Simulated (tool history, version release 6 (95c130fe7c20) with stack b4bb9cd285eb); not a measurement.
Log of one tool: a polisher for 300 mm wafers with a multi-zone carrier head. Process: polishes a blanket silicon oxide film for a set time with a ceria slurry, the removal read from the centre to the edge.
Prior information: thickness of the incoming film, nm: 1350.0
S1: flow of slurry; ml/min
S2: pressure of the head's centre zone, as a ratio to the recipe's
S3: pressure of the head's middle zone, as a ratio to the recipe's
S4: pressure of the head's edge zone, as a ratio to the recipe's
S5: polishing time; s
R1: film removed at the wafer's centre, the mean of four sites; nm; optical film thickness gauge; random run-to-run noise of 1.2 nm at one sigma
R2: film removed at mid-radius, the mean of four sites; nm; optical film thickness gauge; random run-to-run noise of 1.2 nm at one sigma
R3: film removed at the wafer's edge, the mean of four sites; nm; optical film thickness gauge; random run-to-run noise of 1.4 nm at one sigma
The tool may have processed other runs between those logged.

{"run": 1, "day": 0.0, "S1": 280, "S2": 1.0, "S3": 1.0, "S4": 1.0, "S5": 63, "R1": 171.85, "R2": 167.94, "R3": 172.57}
{"run": 2, "day": 0.204, "S1": 280, "S2": 1.0, "S3": 1.0, "S4": 1.0, "S5": 74, "R1": 198.34, "R2": 199.44, "R3": 201.31}
{"run": 3, "day": 0.296, "S1": 280, "S2": 0.99, "S3": 0.99, "S4": 0.98, "S5": 73, "R1": 197.62, "R2": 192.56, "R3": 193.88}
{"run": 4, "day": 0.612, "S1": 280, "S2": 0.99, "S3": 0.96, "S4": 0.98, "S5": 73, "R1": 196.05, "R2": 187.42, "R3": 196.27}
{"run": 5, "day": 0.675, "S1": 280, "S2": 0.99, "S3": 0.96, "S4": 0.93, "S5": 73, "R1": 195.74, "R2": 189.51, "R3": 190.6}
{"run": 6, "day": 0.9, "S1": 275, "S2": 0.98, "S3": 0.96, "S4": 0.92, "S5": 72, "R1": 190.28, "R2": 186.28, "R3": 188.61}
{"run": 7, "day": 1.088, "S1": 275, "S2": 0.97, "S3": 0.96, "S4": 0.91, "S5": 71, "R1": 187.06, "R2": 184.03, "R3": 183.11}
{"run": 8, "day": 1.321, "S1": 270, "S2": 0.96, "S3": 0.95, "S4": 0.9, "S5": 70, "R1": 181.01, "R2": 180.88, "R3": 180.86}
{"run": 9, "day": 1.508, "S1": 270, "S2": 0.95, "S3": 0.95, "S4": 0.89, "S5": 69, "R1": 175.05, "R2": 175.53, "R3": 173.78}
{"run": 10, "day": 1.617, "S1": 265, "S2": 0.94, "S3": 0.95, "S4": 0.88, "S5": 69, "R1": 172.61, "R2": 175.56, "R3": 176.14}
{"run": 11, "day": 1.817, "S1": 265, "S2": 0.93, "S3": 0.95, "S4": 0.87, "S5": 68, "R1": 169.93, "R2": 172.29, "R3": 171.97}
{"run": 12, "day": 1.933, "S1": 265, "S2": 0.92, "S3": 0.95, "S4": 0.86, "S5": 68, "R1": 166.9, "R2": 170.84, "R3": 170.2}
{"run": 13, "day": 2.142, "S1": 265, "S2": 0.91, "S3": 0.95, "S4": 0.86, "S5": 68, "R1": 166.16, "R2": 172.84, "R3": 171.2}

The next listed run, before its measurement:
{"run": 14, "day": 2.279, "S1": 225, "S2": 0.86, "S3": 0.92, "S4": 0.81, "S5": 65, "R1": "?", "R2": "?", "R3": "?"}

R1: 147.14 nm
R2: 159.82 nm
R3: 154.31 nm
